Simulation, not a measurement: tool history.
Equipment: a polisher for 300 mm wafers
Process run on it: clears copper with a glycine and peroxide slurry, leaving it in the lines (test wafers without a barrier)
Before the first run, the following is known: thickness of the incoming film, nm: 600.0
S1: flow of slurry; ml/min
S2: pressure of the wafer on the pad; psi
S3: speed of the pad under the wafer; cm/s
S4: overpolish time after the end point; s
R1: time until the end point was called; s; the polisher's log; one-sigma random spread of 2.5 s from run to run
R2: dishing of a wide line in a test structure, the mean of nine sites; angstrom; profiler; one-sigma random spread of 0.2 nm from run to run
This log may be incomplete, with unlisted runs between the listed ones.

run 1 hour=0 | S1=270 S2=2.6 S3=128 S4=13 | R1=104.91 R2=484.19
run 2 hour=5.6 | S1=245 S2=2.1 S3=120 S4=10 | R1=128.19 R2=312.45
run 3 hour=13.7 | S1=215 S2=1.8 S3=118 S4=8 | R1=145.34 R2=225.25
run 4 hour=16.3 | S1=215 S2=1.8 S3=118 S4=10 | R1=145.22 R2=284.53
run 5 hour=17.4 | S1=270 S2=1.7 S3=110 S4=8 | R1=161.06 R2=215.25
run 6 hour=21.7 | S1=235 S2=1.5 S3=112 S4=7 | R1=166.59 R2=180.19
run 7 hour=28.2 | S1=230 S2=1.4 S3=114 S4=6 | R1=171.6 R2=151.46
run 8 hour=36.6 | S1=230 S2=1.4 S3=116 S4=6 | R1=173.82 R2=150.44
run 9 hour=44.8 | S1=230 S2=1.4 S3=120 S4=6 | R1=167.86 R2=158.25
run 10 hour=52.8 | S1=265 S2=1.3 S3=116 S4=4 | R1=172.95 R2=98.305
run 11 hour=60.7 | S1=240 S2=1.3 S3=116 S4=4 | R1=173.45 R2=101.55
run 12 hour=63.5 | S1=230 S2=1.4 S3=112 S4=4 | R1=178.93 R2=101.49

What will run 13 give?
run 13 hour=65.7 | S1=230 S2=1.4 S3=114 S4=4 | R1=? R2=?

R1: 174.86 s
R2: 104.86 angstrom
